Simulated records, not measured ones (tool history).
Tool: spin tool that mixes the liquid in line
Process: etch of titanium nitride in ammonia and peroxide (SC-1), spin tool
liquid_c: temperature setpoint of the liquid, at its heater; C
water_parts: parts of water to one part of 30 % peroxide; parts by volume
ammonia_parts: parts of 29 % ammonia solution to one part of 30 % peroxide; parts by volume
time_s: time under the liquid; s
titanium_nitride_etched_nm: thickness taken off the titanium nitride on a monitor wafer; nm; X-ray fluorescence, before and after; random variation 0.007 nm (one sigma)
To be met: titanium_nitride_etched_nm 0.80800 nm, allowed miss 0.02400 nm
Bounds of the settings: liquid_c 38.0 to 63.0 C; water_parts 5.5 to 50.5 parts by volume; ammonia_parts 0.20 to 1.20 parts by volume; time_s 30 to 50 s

run    day  liquid_c  water_parts  ammonia_parts  time_s  titanium_nitride_etched_nm
  1  0.000      47.0         28.0           0.70      50                     1.21930
  2  0.171      47.0         28.0           0.90      50                     1.28130
  3  0.217      47.0         35.0           0.90      50                     1.13280
  4  0.504      45.5         35.0           0.90      50                     1.00960
  5  0.729      44.5         35.0           0.90      50                     0.94513
  6  0.833      44.5         25.0           0.90      50                     1.15280
  7  0.875      38.5         25.0           0.90      50                     0.73779
  8  1.158      39.0         25.0           0.90      50                     0.75940

Which of these 4 next moves meets every target?
  A  1.442      42.0         31.5           0.55      50                           ?
  B  1.442      39.5         24.0           0.95      50                           ?
  C  1.442      38.0         23.0           0.85      50                           ?
  D  1.442      38.0         17.5           0.90      50                           ?

move  titanium_nitride_etched_nm
   A                     0.76381
   B                     0.81903
   C                     0.73486
   D                     0.86235
A: nearer than the last run, and not there yet
B: meets every target
C: further off than the last run
D: takes the result that was furthest off past its target
Move B is the one to make.
